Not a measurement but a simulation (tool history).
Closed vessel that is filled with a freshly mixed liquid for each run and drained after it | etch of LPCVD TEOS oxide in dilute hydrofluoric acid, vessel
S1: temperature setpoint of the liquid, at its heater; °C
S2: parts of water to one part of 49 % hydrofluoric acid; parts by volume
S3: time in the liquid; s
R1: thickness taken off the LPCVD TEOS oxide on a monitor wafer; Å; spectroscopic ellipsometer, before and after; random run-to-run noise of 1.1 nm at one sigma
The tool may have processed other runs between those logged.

run 1 hour=0.0 | S1=23.0 S2=135 S3=240 | R1=616.80
run 2 hour=4.2 | S1=20.0 S2=135 S3=240 | R1=555.88
run 3 hour=10.8 | S1=23.0 S2=110 S3=240 | R1=789.80
run 4 hour=17.6 | S1=24.5 S2=110 S3=240 | R1=831.00
run 5 hour=22.0 | S1=24.5 S2=70 S3=240 | R1=1360.80
run 6 hour=26.9 | S1=26.0 S2=70 S3=240 | R1=1457.90

What does the tool deliver on the next run?
run 7 hour=29.1 | S1=26.5 S2=70 S3=240 | R1=?

Run 7 yielded R1 1472.70 Å.

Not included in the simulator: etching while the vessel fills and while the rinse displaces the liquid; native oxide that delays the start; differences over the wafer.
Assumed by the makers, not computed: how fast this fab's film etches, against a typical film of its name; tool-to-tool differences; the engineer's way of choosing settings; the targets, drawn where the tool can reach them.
